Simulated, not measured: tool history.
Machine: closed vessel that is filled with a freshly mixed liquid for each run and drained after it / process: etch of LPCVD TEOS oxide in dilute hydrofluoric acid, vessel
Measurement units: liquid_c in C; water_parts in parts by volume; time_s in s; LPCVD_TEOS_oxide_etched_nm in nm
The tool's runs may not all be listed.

run	hour	liquid_c	water_parts	time_s	LPCVD_TEOS_oxide_etched_nm
1	0	21	225	190	21.198
2	4.4	21	225	200	22.26
3	10.4	21	270	200	17.883
4	11.9	22	270	200	18.52
5	12.9	22.5	270	200	18.732
6	13.8	22.5	335	200	14.297
7	16.7	23	325	200	15.121
8	19.2	23.5	320	200	15.717
9	20.5	24	315	200	16.316
10	22.8	24.5	310	200	16.942
11	29.2	25	305	200	17.602
12	35.9	25.5	300	200	18.29
13	40.4	26	295	200	18.895
14	48	26.5	290	200	19.771

The next listed run, before its measurement:
15	51.6	26.5	285	200	?

{"run 15": {"LPCVD_TEOS_oxide_etched_nm": 20.159}}
